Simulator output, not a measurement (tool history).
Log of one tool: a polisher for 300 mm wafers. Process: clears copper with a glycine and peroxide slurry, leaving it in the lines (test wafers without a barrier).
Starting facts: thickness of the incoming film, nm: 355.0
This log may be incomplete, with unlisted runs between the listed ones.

| run | day | flow of slurry (ml/min) | pressure of the wafer on the pad (psi) | speed of the pad under the wafer (m/s) | overpolish time after the end point (s) | time until the end point was called (s) | dishing of a wide line in a test structure (angstrom) |
|---|---|---|---|---|---|---|---|
| 1 | 0 | 180 | 2.2 | 0.78 | 15 | 92.155 | 349.92 |
| 2 | 0.083 | 180 | 1.7 | 0.78 | 15 | 114.7 | 313.24 |
| 3 | 0.438 | 180 | 2 | 0.78 | 15 | 102.2 | 330.75 |
| 4 | 0.538 | 165 | 1.9 | 0.68 | 12 | 115.18 | 239.97 |
| 5 | 0.671 | 165 | 1.8 | 0.64 | 11 | 124.4 | 215.73 |
| 6 | 0.742 | 165 | 1.7 | 0.6 | 10 | 133.36 | 192.72 |

Forecast run 7:
| 7 | 0.879 | 165 | 1.6 | 0.58 | 9 | ? | ? |

time until the end point was called (s): 146.41
dishing of a wide line in a test structure (angstrom): 168.49

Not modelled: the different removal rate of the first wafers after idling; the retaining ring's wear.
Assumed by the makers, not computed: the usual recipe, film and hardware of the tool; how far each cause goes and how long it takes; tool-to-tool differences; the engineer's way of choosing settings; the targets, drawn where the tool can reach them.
